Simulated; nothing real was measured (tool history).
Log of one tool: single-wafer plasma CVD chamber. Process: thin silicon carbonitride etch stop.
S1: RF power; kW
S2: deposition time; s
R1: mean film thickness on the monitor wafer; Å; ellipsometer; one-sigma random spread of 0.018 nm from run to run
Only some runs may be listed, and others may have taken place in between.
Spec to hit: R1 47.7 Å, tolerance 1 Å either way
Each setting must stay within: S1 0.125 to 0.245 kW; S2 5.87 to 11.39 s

{"run": 1, "hour": 0.0, "S1": 0.185, "S2": 8.63, "R1": 43.746}
{"run": 2, "hour": 5.3, "S1": 0.19, "S2": 8.68, "R1": 44.494}
{"run": 3, "hour": 11.6, "S1": 0.19, "S2": 8.2, "R1": 41.751}
{"run": 4, "hour": 17.4, "S1": 0.195, "S2": 8.29, "R1": 42.785}
{"run": 5, "hour": 23.3, "S1": 0.195, "S2": 7.56, "R1": 39.067}
{"run": 6, "hour": 28.6, "S1": 0.17, "S2": 7.56, "R1": 36.751}
{"run": 7, "hour": 36.2, "S1": 0.2, "S2": 8.83, "R1": 46.155}
{"run": 8, "hour": 39.2, "S1": 0.2, "S2": 8.84, "R1": 46.038}

5 next moves are on the table. One of them brings every result within its allowed miss. Which?
{"run": "A", "hour": 42.2, "S1": 0.18, "S2": 9.48, "R1": "?"}
{"run": "B", "hour": 42.2, "S1": 0.2, "S2": 9.53, "R1": "?"}
{"run": "C", "hour": 42.2, "S1": 0.215, "S2": 8.55, "R1": "?"}
{"run": "D", "hour": 42.2, "S1": 0.205, "S2": 8.63, "R1": "?"}
{"run": "E", "hour": 42.2, "S1": 0.195, "S2": 8.81, "R1": "?"}

move=A R1=47.478
move=B R1=49.722
move=C R1=45.848
move=D R1=45.452
move=E R1=45.521
A: all results in spec
B: carries the result that was furthest off beyond its target, to the other side
C: moves away from the targets compared with the last run
D: moves away from the targets compared with the last run
E: moves away from the targets compared with the last run
A is the move that brings every result within its allowed miss.

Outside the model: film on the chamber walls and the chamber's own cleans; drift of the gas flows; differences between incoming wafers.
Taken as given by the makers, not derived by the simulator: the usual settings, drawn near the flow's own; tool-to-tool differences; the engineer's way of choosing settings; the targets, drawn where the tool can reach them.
